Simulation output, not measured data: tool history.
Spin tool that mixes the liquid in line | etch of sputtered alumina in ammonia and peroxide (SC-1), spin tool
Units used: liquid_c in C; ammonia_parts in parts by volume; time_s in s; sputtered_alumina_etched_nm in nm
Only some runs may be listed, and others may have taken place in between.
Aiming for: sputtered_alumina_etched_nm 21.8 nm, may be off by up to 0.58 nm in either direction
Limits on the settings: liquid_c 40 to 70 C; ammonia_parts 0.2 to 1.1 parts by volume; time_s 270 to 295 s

| run | hour | liquid_c | ammonia_parts | time_s | sputtered_alumina_etched_nm |
|---|---|---|---|---|---|
| 1 | 0 | 56 | 0.6 | 270 | 18.073 |
| 2 | 7.6 | 56 | 0.7 | 270 | 18.307 |
| 3 | 11.7 | 56 | 0.7 | 270 | 18.138 |
| 4 | 17.7 | 57 | 0.7 | 270 | 19.426 |
| 5 | 18.8 | 57.5 | 0.7 | 270 | 19.737 |
| 6 | 21.8 | 57.5 | 0.85 | 270 | 20.113 |
| 7 | 28.9 | 58 | 0.85 | 270 | 20.658 |
| 8 | 31.5 | 58.5 | 0.85 | 270 | 21.044 |

5 next moves are on the table. One of them brings every result within its allowed miss. Which?
| A | 34.1 | 57.5 | 0.9 | 275 | ? |
| B | 34.1 | 57.5 | 0.95 | 290 | ? |
| C | 34.1 | 58.5 | 0.85 | 290 | ? |
| D | 34.1 | 57.5 | 0.75 | 275 | ? |
| E | 34.1 | 60 | 0.95 | 275 | ? |

| move | sputtered_alumina_etched_nm |
|---|---|
| A | 20.716 |
| B | 21.958 |
| C | 22.888 |
| D | 20.362 |
| E | 23.698 |
A: lands further from the targets than the last run did
B: all results in spec
C: the result that was furthest off in the last run now lies on the other side of its target
D: lands further from the targets than the last run did
E: the result that was furthest off in the last run now lies on the other side of its target
Move B is the one to make.
